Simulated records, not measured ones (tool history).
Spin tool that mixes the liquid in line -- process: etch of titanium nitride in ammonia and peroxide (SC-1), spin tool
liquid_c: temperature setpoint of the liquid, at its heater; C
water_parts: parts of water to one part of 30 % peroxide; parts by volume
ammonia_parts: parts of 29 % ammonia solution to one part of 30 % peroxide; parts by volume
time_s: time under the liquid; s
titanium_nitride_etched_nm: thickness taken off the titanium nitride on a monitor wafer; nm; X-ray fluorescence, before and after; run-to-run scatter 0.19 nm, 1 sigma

| run | hour | liquid_c | water_parts | ammonia_parts | time_s | titanium_nitride_etched_nm |
|---|---|---|---|---|---|---|
| 1 | 0.0 | 47 | 29 | 0.45 | 275 | 8.3911 |
| 2 | 8.1 | 47 | 21 | 0.45 | 275 | 10.1550 |
| 3 | 15.5 | 50 | 21 | 0.45 | 275 | 12.2740 |
| 4 | 21.8 | 50 | 21 | 0.45 | 295 | 13.1440 |
| 5 | 23.7 | 50 | 21 | 0.30 | 295 | 12.1710 |
| 6 | 30.5 | 50 | 21 | 0.25 | 295 | 11.8150 |

Forecast run 7:
| 7 | 37.1 | 53 | 21 | 0.25 | 295 | ? |

titanium_nitride_etched_nm: 14.8080 nm

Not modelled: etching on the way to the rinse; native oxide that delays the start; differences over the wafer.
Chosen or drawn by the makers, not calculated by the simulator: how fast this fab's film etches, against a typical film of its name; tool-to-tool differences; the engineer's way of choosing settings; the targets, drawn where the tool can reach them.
